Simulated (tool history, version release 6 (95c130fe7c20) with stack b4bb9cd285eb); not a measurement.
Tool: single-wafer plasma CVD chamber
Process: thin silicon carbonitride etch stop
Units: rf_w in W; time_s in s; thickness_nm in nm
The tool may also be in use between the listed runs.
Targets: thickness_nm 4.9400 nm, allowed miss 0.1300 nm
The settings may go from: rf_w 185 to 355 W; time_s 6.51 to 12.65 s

run,hour,rf_w,time_s,thickness_nm
1,0.0,270,9.58,6.1026
2,1.3,260,9.29,5.8728
3,4.7,295,9.29,6.1048
4,12.9,285,9.02,5.8318
5,14.5,275,8.82,5.6507
6,16.3,275,8.20,5.2611
7,24.1,270,8.14,5.1798
8,26.0,265,8.10,5.1315

Which of these 4 next moves meets every target?
A,27.9,265,7.73,?
B,27.9,265,8.16,?
C,27.9,290,8.35,?
D,27.9,260,8.51,?

move,thickness_nm
A,4.9028
B,5.1756
C,5.4389
D,5.3673
A: meets every target
B: further off than the last run
C: further off than the last run
D: further off than the last run
Answer: A

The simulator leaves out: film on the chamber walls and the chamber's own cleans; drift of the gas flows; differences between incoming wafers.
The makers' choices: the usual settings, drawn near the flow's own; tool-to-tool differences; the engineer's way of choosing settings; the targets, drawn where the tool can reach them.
